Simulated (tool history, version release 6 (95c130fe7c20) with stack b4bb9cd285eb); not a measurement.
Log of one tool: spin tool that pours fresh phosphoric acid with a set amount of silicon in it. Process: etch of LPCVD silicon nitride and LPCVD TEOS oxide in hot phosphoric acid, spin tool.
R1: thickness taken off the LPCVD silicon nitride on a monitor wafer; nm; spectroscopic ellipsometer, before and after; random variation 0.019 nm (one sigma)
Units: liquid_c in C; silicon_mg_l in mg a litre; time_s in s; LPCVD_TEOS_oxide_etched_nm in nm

Run 1, hour 0.0: liquid_c 162.0 C, silicon_mg_l 22.0 mg a litre, time_s 180 s. Result: R1 16.0320 nm, LPCVD_TEOS_oxide_etched_nm 0.286540 nm.
Run 2, hour 6.7: liquid_c 162.0 C, silicon_mg_l 10.0 mg a litre, time_s 180 s. Result: R1 16.0140 nm, LPCVD_TEOS_oxide_etched_nm 0.402210 nm.
Run 3, hour 12.7: liquid_c 160.5 C, silicon_mg_l 9.5 mg a litre, time_s 130 s. Result: R1 11.0230 nm, LPCVD_TEOS_oxide_etched_nm 0.211120 nm.
Run 4, hour 17.3: liquid_c 160.5 C, silicon_mg_l 9.5 mg a litre, time_s 190 s. Result: R1 16.0600 nm, LPCVD_TEOS_oxide_etched_nm 0.374020 nm.
Run 5, hour 21.8: liquid_c 160.5 C, silicon_mg_l 1.0 mg a litre, time_s 190 s. Result: R1 16.1090 nm, LPCVD_TEOS_oxide_etched_nm 0.461050 nm.
Run 6, hour 23.2: liquid_c 162.0 C, silicon_mg_l 1.0 mg a litre, time_s 190 s. Result: R1 17.0080 nm, LPCVD_TEOS_oxide_etched_nm 0.440660 nm.
Run 7, hour 30.2: liquid_c 160.5 C, silicon_mg_l 0.5 mg a litre, time_s 140 s. Result: R1 11.8570 nm, LPCVD_TEOS_oxide_etched_nm 0.293720 nm.
Run 8, hour 39.2: liquid_c 159.5 C, silicon_mg_l 0.5 mg a litre, time_s 105 s. Result: R1 8.5849 nm, LPCVD_TEOS_oxide_etched_nm 0.216000 nm.
Run 9, hour 41.7: liquid_c 159.0 C, silicon_mg_l 1.5 mg a litre, time_s 90 s. Result: R1 7.2223 nm, LPCVD_TEOS_oxide_etched_nm 0.185170 nm.
Run 10, hour 48.0: liquid_c 158.5 C, silicon_mg_l 4.0 mg a litre, time_s 85 s. Result: R1 6.7831 nm, LPCVD_TEOS_oxide_etched_nm 0.167260 nm.
Run 11, hour 50.8: liquid_c 158.5 C, silicon_mg_l 4.0 mg a litre, time_s 85 s. Result: R1 6.7367 nm, LPCVD_TEOS_oxide_etched_nm 0.173690 nm.
Run 12, hour 55.7: liquid_c 158.0 C, silicon_mg_l 7.5 mg a litre, time_s 80 s. Result: R1 6.2678 nm, LPCVD_TEOS_oxide_etched_nm 0.134270 nm.
Run 13, hour 60.7: liquid_c 157.5 C, silicon_mg_l 6.0 mg a litre, time_s 50 s. Result: R1 3.8557 nm, LPCVD_TEOS_oxide_etched_nm 0.090038 nm.
Run 14, hour 66.7: liquid_c 158.5 C, silicon_mg_l 6.5 mg a litre, time_s 50 s. Result: R1 3.9795 nm, LPCVD_TEOS_oxide_etched_nm 0.096280 nm.
Run 15, hour 73.6: liquid_c 158.0 C, silicon_mg_l 6.5 mg a litre, time_s 55 s. Result: R1 4.2793 nm, LPCVD_TEOS_oxide_etched_nm 0.100910 nm.
Run 16, hour 76.7: liquid_c 158.0 C, silicon_mg_l 6.5 mg a litre, time_s 55 s. Result: R1 4.3198 nm, LPCVD_TEOS_oxide_etched_nm 0.109310 nm.

The next listed run, before its measurement:
Run 17, hour 84.1: liquid_c 159.0 C, silicon_mg_l 7.5 mg a litre, time_s 60 s. Result: R1 ?, LPCVD_TEOS_oxide_etched_nm ?.

{"run 17": {"R1": 4.8247, "LPCVD_TEOS_oxide_etched_nm": 0.1122}}
